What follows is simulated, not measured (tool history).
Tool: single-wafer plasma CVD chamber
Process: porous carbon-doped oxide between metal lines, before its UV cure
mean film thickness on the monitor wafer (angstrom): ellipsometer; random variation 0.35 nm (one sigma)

run,day,heater temperature setpoint (deg C),RF power (kW),deposition time (s),mean film thickness on the monitor wafer (angstrom)
1,0,325,0.555,21.7,1064.8
2,0.238,325,0.555,21.7,1078.9
3,0.325,316,0.555,21.7,1120.5
4,0.479,316,0.555,22.4,1151.4
5,0.846,323,0.525,22.4,1084.9
6,0.954,327,0.525,22.4,1056

The next listed run, before its measurement:
7,1.133,332,0.51,22.4,?

mean film thickness on the monitor wafer (angstrom): 1022.9
